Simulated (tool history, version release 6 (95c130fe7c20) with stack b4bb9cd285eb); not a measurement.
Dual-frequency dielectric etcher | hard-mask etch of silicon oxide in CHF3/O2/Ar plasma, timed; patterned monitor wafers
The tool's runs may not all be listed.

| run | hour | source power (kW) | bias power (kW) | etch time (s) | mean etch depth across the wafer (Å) |
|---|---|---|---|---|---|
| 1 | 0 | 0.9 | 0.221 | 20.5 | 555.92 |
| 2 | 1.5 | 0.78 | 0.221 | 20.5 | 525.35 |
| 3 | 10.2 | 0.9 | 0.221 | 20.5 | 554.56 |
| 4 | 10.8 | 0.9 | 0.241 | 20.5 | 570.4 |
| 5 | 15.2 | 0.85 | 0.239 | 20.5 | 558.15 |
| 6 | 20.6 | 0.92 | 0.239 | 20.5 | 573.59 |

The next listed run, before its measurement:
| 7 | 29.2 | 0.86 | 0.236 | 20.5 | ? |

mean etch depth across the wafer (Å): 556.41
